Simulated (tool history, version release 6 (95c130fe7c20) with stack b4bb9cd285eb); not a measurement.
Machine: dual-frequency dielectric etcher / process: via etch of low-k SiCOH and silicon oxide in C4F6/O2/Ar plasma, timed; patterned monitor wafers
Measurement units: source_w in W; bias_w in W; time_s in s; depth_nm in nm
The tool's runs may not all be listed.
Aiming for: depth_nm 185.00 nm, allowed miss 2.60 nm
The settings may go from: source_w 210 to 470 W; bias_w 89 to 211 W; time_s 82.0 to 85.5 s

| run | hour | source_w | bias_w | time_s | depth_nm |
|---|---|---|---|---|---|
| 1 | 0.0 | 340 | 150 | 82.0 | 214.79 |
| 2 | 2.0 | 320 | 149 | 82.0 | 210.14 |
| 3 | 8.1 | 320 | 175 | 82.0 | 217.91 |
| 4 | 14.4 | 300 | 175 | 82.0 | 213.87 |
| 5 | 22.5 | 300 | 175 | 82.0 | 214.09 |
| 6 | 27.6 | 280 | 168 | 82.0 | 206.10 |
| 7 | 32.7 | 270 | 165 | 82.0 | 202.16 |
| 8 | 37.8 | 260 | 163 | 82.0 | 198.53 |
| 9 | 39.2 | 210 | 155 | 82.0 | 182.22 |

Next run, 5 choices. One meets every target within its allowed miss, the rest don't. Which?
| A | 40.6 | 210 | 122 | 85.5 | ? |
| B | 40.6 | 250 | 149 | 82.5 | ? |
| C | 40.6 | 210 | 152 | 83.5 | ? |
| D | 40.6 | 260 | 120 | 85.5 | ? |
| E | 40.6 | 220 | 156 | 84.0 | ? |

| move | depth_nm |
|---|---|
| A | 178.12 |
| B | 192.20 |
| C | 183.81 |
| D | 191.57 |
| E | 189.24 |
A: moves away from the targets compared with the last run
B: the result that was furthest off in the last run now lies on the other side of its target
C: all results land within tolerance of their targets
D: the result that was furthest off in the last run now lies on the other side of its target
E: the result that was furthest off in the last run now lies on the other side of its target
C is the move that brings every result within its allowed miss.
